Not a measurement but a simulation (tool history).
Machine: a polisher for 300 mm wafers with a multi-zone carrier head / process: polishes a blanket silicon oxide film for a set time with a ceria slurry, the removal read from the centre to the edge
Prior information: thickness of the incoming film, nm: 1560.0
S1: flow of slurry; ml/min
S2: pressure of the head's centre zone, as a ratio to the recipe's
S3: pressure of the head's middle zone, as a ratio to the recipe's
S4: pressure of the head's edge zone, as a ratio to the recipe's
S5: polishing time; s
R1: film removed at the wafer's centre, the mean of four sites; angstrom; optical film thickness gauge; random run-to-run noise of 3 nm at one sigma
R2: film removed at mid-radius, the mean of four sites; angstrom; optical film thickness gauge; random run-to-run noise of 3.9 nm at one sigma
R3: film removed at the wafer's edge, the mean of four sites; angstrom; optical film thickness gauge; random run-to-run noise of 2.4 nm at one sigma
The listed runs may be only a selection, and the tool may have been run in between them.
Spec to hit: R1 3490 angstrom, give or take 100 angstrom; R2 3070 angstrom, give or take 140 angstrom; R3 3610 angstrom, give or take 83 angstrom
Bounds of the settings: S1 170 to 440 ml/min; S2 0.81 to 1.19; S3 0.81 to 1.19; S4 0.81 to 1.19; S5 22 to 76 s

run	day	S1	S2	S3	S4	S5	R1	R2	R3
1	0	280	1	1	1	49	2751	2663.8	2726
2	0.071	280	1	1	1	59	3314.4	3169.1	3226.5
3	0.171	280	1	0.96	1	59	3286.5	3130.9	3256.4
4	0.471	280	1	0.96	1	71	4003.8	3717.9	3907.5
5	0.762	265	0.99	0.92	1	70	3800.9	3523.3	3823.8
6	1.017	210	0.99	0.92	1	70	3690.7	3513.4	3797.1
7	1.3	220	0.99	0.89	1	69	3684.3	3307.9	3725.1
8	1.488	220	0.99	0.89	1	69	3714.9	3338.1	3754.6
9	1.725	215	0.98	0.87	0.99	69	3585.4	3185.9	3737.1
10	1.946	210	0.98	0.87	0.97	69	3589.3	3253.3	3692.1
# day 2.312: worn pad replaced by a new one
11	2.312	210	0.98	0.86	0.96	69	3933.9	3590.2	3998.2
12	2.65	215	0.98	0.87	0.98	69	4016.5	3606.3	4075.7

5 next moves are on the table. One of them brings every result within its allowed miss. Which?
A	2.988	170	0.92	1.16	0.81	70	?	?	?
B	2.988	170	0.92	0.87	1.07	60	?	?	?
C	2.988	225	1.09	0.9	0.91	68	?	?	?
D	2.988	205	0.97	0.85	0.99	61	?	?	?
E	2.988	235	0.89	1.04	0.89	67	?	?	?

move	R1	R2	R3
A	3701.4	4495.3	3710.1
B	3166.2	3021	3572.1
C	4391.5	3680.4	3909.6
D	3494.2	3108.9	3596.1
E	3637.2	4122.3	3827.9
A: misses by more than the last run did
B: puts the biggest miss on target and leaves a different result outside tolerance
C: misses by more than the last run did
D: every result within its allowed miss
E: misses by more than the last run did
Answer: D
